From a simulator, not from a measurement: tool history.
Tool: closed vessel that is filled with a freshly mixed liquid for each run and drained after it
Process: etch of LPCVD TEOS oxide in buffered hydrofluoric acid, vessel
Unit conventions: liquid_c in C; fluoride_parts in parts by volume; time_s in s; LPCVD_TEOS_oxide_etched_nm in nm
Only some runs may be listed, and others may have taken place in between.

run    day  liquid_c  fluoride_parts  time_s  LPCVD_TEOS_oxide_etched_nm
  1  0.000      21.0            14.5      30                      60.465
  2  0.083      21.0            11.5      30                      74.145
  3  0.279      22.5            11.5      30                      81.189
  4  0.600      25.5            11.5      30                      95.141
  5  0.633      26.5            11.5      30                     102.030
  6  0.733      26.5            15.5      30                      76.018
  7  0.842      27.0            14.5      30                      83.128
  8  1.175      29.0            10.5      30                     127.440

What will run 9 give?
  9  1.208      28.5            10.5      30                           ?

LPCVD_TEOS_oxide_etched_nm: 124.010 nm
